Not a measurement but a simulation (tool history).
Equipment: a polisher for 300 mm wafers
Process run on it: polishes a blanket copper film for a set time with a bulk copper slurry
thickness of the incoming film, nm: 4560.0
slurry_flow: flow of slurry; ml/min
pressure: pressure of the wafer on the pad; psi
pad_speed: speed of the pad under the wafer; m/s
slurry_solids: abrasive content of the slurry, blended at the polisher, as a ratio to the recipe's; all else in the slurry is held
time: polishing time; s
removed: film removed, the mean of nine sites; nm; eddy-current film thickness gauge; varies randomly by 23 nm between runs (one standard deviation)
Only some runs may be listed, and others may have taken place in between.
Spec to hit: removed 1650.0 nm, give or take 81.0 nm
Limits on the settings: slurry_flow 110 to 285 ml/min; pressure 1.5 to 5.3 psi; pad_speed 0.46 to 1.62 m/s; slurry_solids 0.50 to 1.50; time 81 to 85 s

run  hour  slurry_flow  pressure  pad_speed  slurry_solids  time  removed
  1   0.0          180       3.4       1.04           1.00    81   1083.0
  2   1.9          165       3.4       1.04           1.00    81   1093.2
  3   4.1          165       3.7       1.04           1.00    81   1150.2
  4  11.9          165       4.0       1.06           1.00    81   1285.4
  5  14.9          165       4.2       1.06           1.00    81   1328.2
  6  19.8          165       4.2       1.06           1.10    81   1352.2
  7  27.1          165       4.4       1.06           1.10    81   1439.3
  8  29.4          165       4.5       1.06           1.10    81   1499.1
  9  30.0          165       4.6       1.06           1.10    81   1511.3
 10  35.4          165       4.7       1.06           1.10    81   1520.4
 11  39.8          165       4.8       1.06           1.10    81   1530.3

Pick the move, out of 5, that brings all results within their allowed miss; only one does.
  A  44.2          185       4.4       1.02           1.05    81        ?
  B  44.2          110       5.3       0.94           1.00    85        ?
  C  44.2          170       5.3       0.86           1.10    84        ?
  D  44.2          180       4.8       0.96           1.05    81        ?
  E  44.2          175       4.6       1.10           1.10    85        ?

move  removed
   A   1403.4
   B   1461.7
   C   1475.8
   D   1435.0
   E   1657.3
A: misses by more than the last run did
B: misses by more than the last run did
C: misses by more than the last run did
D: misses by more than the last run did
E: every result within its allowed miss
E is the move that brings every result within its allowed miss.
